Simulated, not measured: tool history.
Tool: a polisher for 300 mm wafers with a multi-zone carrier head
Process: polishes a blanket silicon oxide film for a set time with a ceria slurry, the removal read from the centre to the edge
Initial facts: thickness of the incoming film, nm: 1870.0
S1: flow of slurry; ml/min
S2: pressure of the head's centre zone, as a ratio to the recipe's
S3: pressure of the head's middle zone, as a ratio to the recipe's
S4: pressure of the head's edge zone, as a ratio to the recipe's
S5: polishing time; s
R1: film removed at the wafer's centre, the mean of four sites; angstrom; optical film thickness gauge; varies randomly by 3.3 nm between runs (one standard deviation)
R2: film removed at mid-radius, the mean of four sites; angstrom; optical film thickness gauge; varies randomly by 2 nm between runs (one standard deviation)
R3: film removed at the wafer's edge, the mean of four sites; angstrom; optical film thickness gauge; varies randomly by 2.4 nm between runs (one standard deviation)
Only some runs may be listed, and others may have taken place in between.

| run | hour | S1 | S2 | S3 | S4 | S5 | R1 | R2 | R3 |
|---|---|---|---|---|---|---|---|---|---|
| 1 | 0 | 180 | 1 | 1 | 1 | 62 | 3570.5 | 3450.1 | 3590.7 |
| 2 | 5.8 | 180 | 1 | 0.94 | 1 | 62 | 3550.8 | 3317 | 3650.9 |
| 3 | 10.8 | 175 | 0.98 | 0.96 | 0.96 | 54 | 3006.4 | 2927.2 | 3099.1 |
| 4 | 19.7 | 175 | 0.95 | 0.96 | 0.96 | 54 | 2855.6 | 2959.8 | 3006.7 |
| 5 | 28.7 | 175 | 0.95 | 0.95 | 0.92 | 49 | 2584.2 | 2658.1 | 2749 |
| 6 | 37.6 | 170 | 0.96 | 0.97 | 0.89 | 46 | 2510 | 2507.5 | 2554.1 |

Forecast run 7:
| 7 | 43.8 | 160 | 0.95 | 0.98 | 0.86 | 45 | ? | ? | ? |

R1: 2349.6 angstrom
R2: 2482.6 angstrom
R3: 2369.2 angstrom

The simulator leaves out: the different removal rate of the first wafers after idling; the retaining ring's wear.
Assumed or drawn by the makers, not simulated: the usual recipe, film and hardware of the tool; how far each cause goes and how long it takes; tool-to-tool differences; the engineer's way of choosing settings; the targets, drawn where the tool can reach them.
